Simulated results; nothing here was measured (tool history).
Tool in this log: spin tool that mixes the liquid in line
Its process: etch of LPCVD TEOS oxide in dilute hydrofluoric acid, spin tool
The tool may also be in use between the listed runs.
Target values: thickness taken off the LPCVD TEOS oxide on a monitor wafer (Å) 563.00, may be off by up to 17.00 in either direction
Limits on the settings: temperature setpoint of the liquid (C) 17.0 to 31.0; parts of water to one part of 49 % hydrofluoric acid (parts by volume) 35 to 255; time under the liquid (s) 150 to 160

| run | hour | temperature setpoint of the liquid (C) | parts of water to one part of 49 % hydrofluoric acid (parts by volume) | time under the liquid (s) | thickness taken off the LPCVD TEOS oxide on a monitor wafer (Å) |
|---|---|---|---|---|---|
| 1 | 0.0 | 23.0 | 145 | 150 | 379.43 |
| 2 | 4.5 | 26.5 | 145 | 150 | 433.12 |
| 3 | 9.2 | 26.5 | 145 | 160 | 463.52 |
| 4 | 13.5 | 27.5 | 145 | 160 | 482.71 |
| 5 | 15.5 | 28.0 | 145 | 160 | 492.63 |
| 6 | 16.5 | 28.5 | 145 | 160 | 505.05 |
| 7 | 19.1 | 29.0 | 145 | 160 | 504.03 |
| 8 | 26.5 | 29.5 | 145 | 160 | 517.54 |
| 9 | 27.3 | 29.5 | 145 | 160 | 513.17 |

Which of these 5 next moves meets every target?
| A | 28.1 | 31.0 | 140 | 150 | ? |
| B | 28.1 | 28.5 | 130 | 150 | ? |
| C | 28.1 | 28.0 | 120 | 150 | ? |
| D | 28.1 | 30.5 | 130 | 160 | ? |
| E | 28.1 | 28.0 | 120 | 160 | ? |

| move | thickness taken off the LPCVD TEOS oxide on a monitor wafer (Å) |
|---|---|
| A | 535.03 |
| B | 533.01 |
| C | 574.19 |
| D | 611.87 |
| E | 612.47 |
A: moves toward the targets from the last run without getting all of them in spec
B: moves toward the targets from the last run without getting all of them in spec
C: all results land within tolerance of their targets
D: the result that was furthest off in the last run now lies on the other side of its target
E: the result that was furthest off in the last run now lies on the other side of its target
C is the move that brings every result within its allowed miss.
